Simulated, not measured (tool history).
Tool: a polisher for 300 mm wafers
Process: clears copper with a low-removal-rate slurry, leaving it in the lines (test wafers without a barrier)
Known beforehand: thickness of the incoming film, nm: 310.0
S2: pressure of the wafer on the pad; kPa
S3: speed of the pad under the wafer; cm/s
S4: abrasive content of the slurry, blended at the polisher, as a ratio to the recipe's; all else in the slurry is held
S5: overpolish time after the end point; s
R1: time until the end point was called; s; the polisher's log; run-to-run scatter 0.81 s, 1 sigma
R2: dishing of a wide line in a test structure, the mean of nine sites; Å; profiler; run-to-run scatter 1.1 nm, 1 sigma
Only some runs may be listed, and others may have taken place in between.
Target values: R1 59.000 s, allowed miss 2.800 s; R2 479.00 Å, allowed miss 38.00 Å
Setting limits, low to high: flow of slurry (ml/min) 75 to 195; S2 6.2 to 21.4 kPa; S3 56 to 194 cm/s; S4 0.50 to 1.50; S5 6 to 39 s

{"run": 1, "hour": 0.0, "flow of slurry (ml/min)": 125, "S2": 13.8, "S3": 124, "S4": 1.0, "S5": 20, "R1": 115.91, "R2": 317.48}
{"run": 2, "hour": 1.4, "flow of slurry (ml/min)": 125, "S2": 13.8, "S3": 112, "S4": 1.0, "S5": 20, "R1": 128.53, "R2": 307.11}
{"run": 3, "hour": 7.4, "flow of slurry (ml/min)": 130, "S2": 15.2, "S3": 118, "S4": 1.0, "S5": 19, "R1": 111.16, "R2": 324.42}
{"run": 4, "hour": 9.7, "flow of slurry (ml/min)": 130, "S2": 15.2, "S3": 118, "S4": 1.0, "S5": 25, "R1": 109.63, "R2": 403.12}
{"run": 5, "hour": 12.2, "flow of slurry (ml/min)": 130, "S2": 15.2, "S3": 118, "S4": 1.2, "S5": 25, "R1": 106.33, "R2": 411.41}
{"run": 6, "hour": 15.6, "flow of slurry (ml/min)": 135, "S2": 16.5, "S3": 122, "S4": 1.2, "S5": 23, "R1": 92.948, "R2": 436.14}
{"run": 7, "hour": 18.3, "flow of slurry (ml/min)": 135, "S2": 17.9, "S3": 126, "S4": 1.2, "S5": 21, "R1": 81.279, "R2": 440.71}
{"run": 8, "hour": 24.5, "flow of slurry (ml/min)": 150, "S2": 21.4, "S3": 132, "S4": 1.2, "S5": 17, "R1": 64.478, "R2": 462.62}
{"run": 9, "hour": 32.5, "flow of slurry (ml/min)": 150, "S2": 21.4, "S3": 134, "S4": 1.2, "S5": 17, "R1": 63.824, "R2": 437.66}
{"run": 10, "hour": 37.3, "flow of slurry (ml/min)": 150, "S2": 21.4, "S3": 136, "S4": 1.2, "S5": 17, "R1": 62.087, "R2": 440.87}
{"run": 11, "hour": 37.9, "flow of slurry (ml/min)": 150, "S2": 21.4, "S3": 138, "S4": 1.2, "S5": 17, "R1": 62.72, "R2": 469.32}

Which of these 4 next moves meets every target?
{"run": "A", "hour": 38.5, "flow of slurry (ml/min)": 140, "S2": 20.0, "S3": 136, "S4": 1.3, "S5": 18, "R1": "?", "R2": "?"}
{"run": "B", "hour": 38.5, "flow of slurry (ml/min)": 105, "S2": 21.4, "S3": 156, "S4": 1.15, "S5": 17, "R1": "?", "R2": "?"}
{"run": "C", "hour": 38.5, "flow of slurry (ml/min)": 150, "S2": 21.4, "S3": 134, "S4": 1.0, "S5": 19, "R1": "?", "R2": "?"}
{"run": "D", "hour": 38.5, "flow of slurry (ml/min)": 135, "S2": 18.6, "S3": 144, "S4": 1.15, "S5": 23, "R1": "?", "R2": "?"}

move=A R1=66.171 R2=444.68
move=B R1=59.271 R2=462.28
move=C R1=66.622 R2=460.68
move=D R1=69.776 R2=493.88
A: further off than the last run
B: all results land within tolerance of their targets
C: further off than the last run
D: further off than the last run
Go with B: it meets all targets.
